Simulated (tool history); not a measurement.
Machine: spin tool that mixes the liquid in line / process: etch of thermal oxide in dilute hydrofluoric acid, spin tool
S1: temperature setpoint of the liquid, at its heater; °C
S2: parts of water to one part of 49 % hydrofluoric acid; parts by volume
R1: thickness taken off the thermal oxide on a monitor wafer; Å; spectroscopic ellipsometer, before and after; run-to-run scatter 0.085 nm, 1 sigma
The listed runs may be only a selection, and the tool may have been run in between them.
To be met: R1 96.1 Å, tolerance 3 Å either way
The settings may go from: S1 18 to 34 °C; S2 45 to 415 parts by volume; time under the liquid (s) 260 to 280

{"run": 1, "day": 0.0, "S1": 26, "S2": 230, "time under the liquid (s)": 260, "R1": 51.131}
{"run": 2, "day": 0.321, "S1": 24.5, "S2": 230, "time under the liquid (s)": 260, "R1": 47.694}
{"run": 3, "day": 0.55, "S1": 27, "S2": 230, "time under the liquid (s)": 260, "R1": 51.921}
{"run": 4, "day": 0.8, "S1": 27, "S2": 230, "time under the liquid (s)": 260, "R1": 53.052}
{"run": 5, "day": 1.033, "S1": 27, "S2": 230, "time under the liquid (s)": 280, "R1": 57.001}
{"run": 6, "day": 1.188, "S1": 28.5, "S2": 215, "time under the liquid (s)": 280, "R1": 65.302}
{"run": 7, "day": 1.221, "S1": 30, "S2": 200, "time under the liquid (s)": 280, "R1": 75.958}
{"run": 8, "day": 1.342, "S1": 31, "S2": 195, "time under the liquid (s)": 280, "R1": 79.759}
{"run": 9, "day": 1.579, "S1": 31.5, "S2": 190, "time under the liquid (s)": 280, "R1": 83.085}
{"run": 10, "day": 1.771, "S1": 32, "S2": 185, "time under the liquid (s)": 280, "R1": 88.517}

Which of these 4 next moves meets every target?
{"run": "A", "day": 1.962, "S1": 32.5, "S2": 175, "time under the liquid (s)": 260, "R1": "?"}
{"run": "B", "day": 1.962, "S1": 33.5, "S2": 175, "time under the liquid (s)": 270, "R1": "?"}
{"run": "C", "day": 1.962, "S1": 29.5, "S2": 165, "time under the liquid (s)": 270, "R1": "?"}
{"run": "D", "day": 1.962, "S1": 34, "S2": 205, "time under the liquid (s)": 280, "R1": "?"}

move=A R1=89.15
move=B R1=95.79
move=C R1=89.563
move=D R1=82.818
A: nearer than the last run, and not there yet
B: all results land within tolerance of their targets
C: nearer than the last run, and not there yet
D: the biggest miss grows against the last run
B is the move that brings every result within its allowed miss.
